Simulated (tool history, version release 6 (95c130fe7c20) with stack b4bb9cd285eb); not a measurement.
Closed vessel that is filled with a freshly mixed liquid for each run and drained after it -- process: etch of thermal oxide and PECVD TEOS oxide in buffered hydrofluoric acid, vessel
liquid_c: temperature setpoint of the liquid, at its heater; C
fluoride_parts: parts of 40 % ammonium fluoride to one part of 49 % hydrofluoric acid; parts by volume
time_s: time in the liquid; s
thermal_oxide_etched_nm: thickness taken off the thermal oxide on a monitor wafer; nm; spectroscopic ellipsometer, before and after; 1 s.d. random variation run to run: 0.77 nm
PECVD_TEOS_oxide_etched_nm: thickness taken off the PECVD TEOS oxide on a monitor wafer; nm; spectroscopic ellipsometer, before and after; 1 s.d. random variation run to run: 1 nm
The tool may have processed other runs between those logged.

run    day  liquid_c  fluoride_parts  time_s  thermal_oxide_etched_nm  PECVD_TEOS_oxide_etched_nm
  1  0.000      21.0            19.0      95                   53.191                      60.654
  2  0.283      21.0            15.0      95                   66.988                      77.100
  3  0.492      21.0            13.0      95                   77.245                      88.333
  4  0.546      23.0            12.5      95                   89.308                     101.450
  5  0.808      23.0            10.0      95                  112.150                     127.910
  6  1.038      23.0            10.0     110                  128.930                     147.850

The next listed run, before its measurement:
  7  1.425      23.5            10.0     110                        ?                           ?

{"run 7": {"thermal_oxide_etched_nm": 131.71, "PECVD_TEOS_oxide_etched_nm": 152.59}}
